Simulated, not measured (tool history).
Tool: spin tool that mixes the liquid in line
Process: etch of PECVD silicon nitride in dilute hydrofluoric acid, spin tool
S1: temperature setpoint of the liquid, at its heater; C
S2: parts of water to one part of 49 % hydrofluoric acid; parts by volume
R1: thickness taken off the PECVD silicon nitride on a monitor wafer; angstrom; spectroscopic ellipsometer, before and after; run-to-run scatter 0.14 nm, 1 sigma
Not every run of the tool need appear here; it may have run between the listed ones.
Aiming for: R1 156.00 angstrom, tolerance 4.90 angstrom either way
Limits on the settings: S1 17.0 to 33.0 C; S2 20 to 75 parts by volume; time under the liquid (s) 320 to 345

Run 1, hour 0.0: S1 25.0 C, S2 45 parts by volume, time under the liquid (s) 320. Result: R1 186.12 angstrom.
Run 2, hour 6.3: S1 25.0 C, S2 45 parts by volume, time under the liquid (s) 345. Result: R1 199.33 angstrom.
Run 3, hour 10.4: S1 24.0 C, S2 45 parts by volume, time under the liquid (s) 345. Result: R1 186.54 angstrom.
Run 4, hour 11.0: S1 23.5 C, S2 45 parts by volume, time under the liquid (s) 345. Result: R1 183.82 angstrom.
Run 5, hour 17.8: S1 23.0 C, S2 45 parts by volume, time under the liquid (s) 345. Result: R1 180.45 angstrom.
Run 6, hour 25.4: S1 25.5 C, S2 45 parts by volume, time under the liquid (s) 345. Result: R1 207.18 angstrom.
Run 7, hour 33.5: S1 24.5 C, S2 45 parts by volume, time under the liquid (s) 345. Result: R1 194.76 angstrom.
Run 8, hour 34.7: S1 24.5 C, S2 45 parts by volume, time under the liquid (s) 345. Result: R1 198.68 angstrom.
Run 9, hour 35.4: S1 20.5 C, S2 45 parts by volume, time under the liquid (s) 345. Result: R1 148.93 angstrom.

4 next moves are on the table. One of them brings every result within its allowed miss. Which?
Run A, hour 36.1: S1 22.0 C, S2 50 parts by volume, time under the liquid (s) 325. Result: R1 ?.
Run B, hour 36.1: S1 20.5 C, S2 45 parts by volume, time under the liquid (s) 340. Result: R1 ?.
Run C, hour 36.1: S1 19.0 C, S2 40 parts by volume, time under the liquid (s) 335. Result: R1 ?.
Run D, hour 36.1: S1 21.5 C, S2 45 parts by volume, time under the liquid (s) 340. Result: R1 ?.

move      R1
   A  142.60
   B  149.06
   C  148.27
   D  159.73
A: moves away from the targets compared with the last run
B: just as far off the targets as the last run
C: moves away from the targets compared with the last run
D: meets every target
D meets every target.

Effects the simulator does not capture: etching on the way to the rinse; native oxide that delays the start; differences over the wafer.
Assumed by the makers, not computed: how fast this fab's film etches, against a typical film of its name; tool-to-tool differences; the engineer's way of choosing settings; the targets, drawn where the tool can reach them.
